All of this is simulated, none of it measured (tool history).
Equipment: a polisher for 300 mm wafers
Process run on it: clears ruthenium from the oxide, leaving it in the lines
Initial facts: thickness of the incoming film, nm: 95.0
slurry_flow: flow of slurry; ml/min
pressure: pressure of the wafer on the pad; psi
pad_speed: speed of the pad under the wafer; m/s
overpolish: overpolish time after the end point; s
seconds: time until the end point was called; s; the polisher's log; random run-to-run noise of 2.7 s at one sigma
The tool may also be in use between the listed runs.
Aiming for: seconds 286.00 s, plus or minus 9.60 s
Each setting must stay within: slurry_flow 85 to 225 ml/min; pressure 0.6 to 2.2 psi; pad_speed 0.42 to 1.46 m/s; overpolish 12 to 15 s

{"run": 1, "hour": 0.0, "slurry_flow": 145, "pressure": 1.4, "pad_speed": 0.94, "overpolish": 15, "seconds": 124.2}
{"run": 2, "hour": 7.8, "slurry_flow": 140, "pressure": 1.2, "pad_speed": 0.88, "overpolish": 15, "seconds": 154.25}
{"run": 3, "hour": 14.3, "slurry_flow": 140, "pressure": 1.2, "pad_speed": 0.88, "overpolish": 12, "seconds": 155.11}
{"run": 4, "hour": 22.1, "slurry_flow": 140, "pressure": 1.2, "pad_speed": 0.78, "overpolish": 12, "seconds": 175.59}
{"hour": 30.7, "done": "worn pad replaced by a new one"}
{"run": 5, "hour": 30.7, "slurry_flow": 140, "pressure": 1.3, "pad_speed": 0.78, "overpolish": 12, "seconds": 149.72}
{"run": 6, "hour": 35.0, "slurry_flow": 140, "pressure": 1.3, "pad_speed": 0.62, "overpolish": 12, "seconds": 189.78}
{"run": 7, "hour": 42.2, "slurry_flow": 140, "pressure": 1.2, "pad_speed": 0.62, "overpolish": 12, "seconds": 204.99}
{"run": 8, "hour": 48.1, "slurry_flow": 140, "pressure": 1.1, "pad_speed": 0.62, "overpolish": 12, "seconds": 224.39}
{"run": 9, "hour": 49.5, "slurry_flow": 140, "pressure": 1.0, "pad_speed": 0.62, "overpolish": 12, "seconds": 238.59}
{"run": 10, "hour": 55.5, "slurry_flow": 135, "pressure": 0.9, "pad_speed": 0.62, "overpolish": 12, "seconds": 275.11}
{"run": 11, "hour": 58.7, "slurry_flow": 130, "pressure": 0.9, "pad_speed": 0.62, "overpolish": 12, "seconds": 272.11}

Which single option among these 4 for the next run brings every result within its allowed miss of target? Just one does.
{"run": "A", "hour": 61.9, "slurry_flow": 120, "pressure": 0.9, "pad_speed": 0.64, "overpolish": 12, "seconds": "?"}
{"run": "B", "hour": 61.9, "slurry_flow": 175, "pressure": 0.9, "pad_speed": 0.64, "overpolish": 12, "seconds": "?"}
{"run": "C", "hour": 61.9, "slurry_flow": 105, "pressure": 0.9, "pad_speed": 0.6, "overpolish": 13, "seconds": "?"}
{"run": "D", "hour": 61.9, "slurry_flow": 130, "pressure": 1.3, "pad_speed": 0.44, "overpolish": 12, "seconds": "?"}

move=A seconds=269.65
move=B seconds=259.04
move=C seconds=291.00
move=D seconds=267.76
A: further off than the last run
B: further off than the last run
C: all results in spec
D: further off than the last run
Answer: C
